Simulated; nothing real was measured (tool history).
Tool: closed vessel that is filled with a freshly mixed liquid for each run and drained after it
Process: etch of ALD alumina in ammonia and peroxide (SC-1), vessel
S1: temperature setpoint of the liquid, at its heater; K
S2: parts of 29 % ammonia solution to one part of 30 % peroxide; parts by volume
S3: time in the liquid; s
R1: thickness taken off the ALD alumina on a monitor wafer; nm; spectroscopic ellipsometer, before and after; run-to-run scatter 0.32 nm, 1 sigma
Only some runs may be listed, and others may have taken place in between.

run    day      S1    S2   S3      R1
  1      0  326.15  0.95  925  91.939
  2  0.104  323.15  0.95  925  78.548
  3  0.188  329.65  0.95  925  110.34
  4  0.258  329.65  0.95  985  118.82
  5  0.608  329.65  1.15  985  122.11
  6  0.875  325.65  1.15  975  96.512
  7  1.096  322.15  1.15  975  79.455
  8  1.462  319.65  1.15  975  69.518

What will run 9 give?
  9  1.679  317.65  1.15  975   ?

{"run 9": {"R1": 61.937}}

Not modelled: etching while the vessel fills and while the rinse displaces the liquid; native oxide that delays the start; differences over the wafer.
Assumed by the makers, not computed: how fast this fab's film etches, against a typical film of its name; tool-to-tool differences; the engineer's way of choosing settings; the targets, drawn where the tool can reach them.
